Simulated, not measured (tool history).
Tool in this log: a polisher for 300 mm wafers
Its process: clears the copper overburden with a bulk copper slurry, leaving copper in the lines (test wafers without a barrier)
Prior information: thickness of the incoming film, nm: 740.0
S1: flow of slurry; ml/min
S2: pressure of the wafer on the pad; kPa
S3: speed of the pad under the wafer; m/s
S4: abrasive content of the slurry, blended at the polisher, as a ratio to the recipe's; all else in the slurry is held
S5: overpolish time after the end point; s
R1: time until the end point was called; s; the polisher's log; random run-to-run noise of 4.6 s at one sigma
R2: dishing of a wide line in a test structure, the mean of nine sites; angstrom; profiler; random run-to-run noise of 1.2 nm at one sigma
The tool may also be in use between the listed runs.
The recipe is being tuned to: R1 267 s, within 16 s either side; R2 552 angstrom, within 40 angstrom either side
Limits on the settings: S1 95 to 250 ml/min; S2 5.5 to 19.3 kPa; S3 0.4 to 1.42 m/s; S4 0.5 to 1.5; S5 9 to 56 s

Run 1, hour 0: S1 160 ml/min, S2 12.4 kPa, S3 0.9 m/s, S4 1, S5 29 s. Result: R1 177.72 s, R2 572.6 angstrom.
Run 2, hour 4.6: S1 135 ml/min, S2 12.4 kPa, S3 0.9 m/s, S4 1, S5 29 s. Result: R1 179.82 s, R2 562.35 angstrom.
Run 3, hour 12.4: S1 135 ml/min, S2 12.4 kPa, S3 1 m/s, S4 1, S5 29 s. Result: R1 164.17 s, R2 606.69 angstrom.
Run 4, hour 16.6: S1 135 ml/min, S2 12.4 kPa, S3 1 m/s, S4 0.85, S5 29 s. Result: R1 173.99 s, R2 607.55 angstrom.
Run 5, hour 17.5: S1 135 ml/min, S2 12.4 kPa, S3 1 m/s, S4 0.7, S5 29 s. Result: R1 183.23 s, R2 570.65 angstrom.
Run 6, hour 22.5: S1 135 ml/min, S2 12.4 kPa, S3 0.84 m/s, S4 0.7, S5 29 s. Result: R1 205.72 s, R2 525.52 angstrom.
Run 7, hour 24.7: S1 135 ml/min, S2 12.4 kPa, S3 0.84 m/s, S4 0.7, S5 30 s. Result: R1 201.23 s, R2 535.19 angstrom.
Run 8, hour 33.4: S1 135 ml/min, S2 11.7 kPa, S3 0.84 m/s, S4 0.7, S5 31 s. Result: R1 217.5 s, R2 535.97 angstrom.

Which one of the following 4 next-run settings gets every result inside its allowed miss? There is exactly one.
Run A, hour 42.1: S1 95 ml/min, S2 13.1 kPa, S3 0.48 m/s, S4 0.65, S5 44 s. Result: R1 ?, R2 ?.
Run B, hour 42.1: S1 120 ml/min, S2 9 kPa, S3 0.8 m/s, S4 0.8, S5 41 s. Result: R1 ?, R2 ?.
Run C, hour 42.1: S1 95 ml/min, S2 9.7 kPa, S3 0.78 m/s, S4 0.5, S5 56 s. Result: R1 ?, R2 ?.
Run D, hour 42.1: S1 120 ml/min, S2 9.7 kPa, S3 0.64 m/s, S4 0.75, S5 55 s. Result: R1 ?, R2 ?.

move      R1      R2
   A  311.54   539.9
   B  266.23  540.74
   C   298.1  605.86
   D  299.79  598.88
A: moves the result that the last run missed by most past its target, out the other side
B: all results land within tolerance of their targets
C: moves the result that the last run missed by most past its target, out the other side
D: moves the result that the last run missed by most past its target, out the other side
Move B is the one to make.
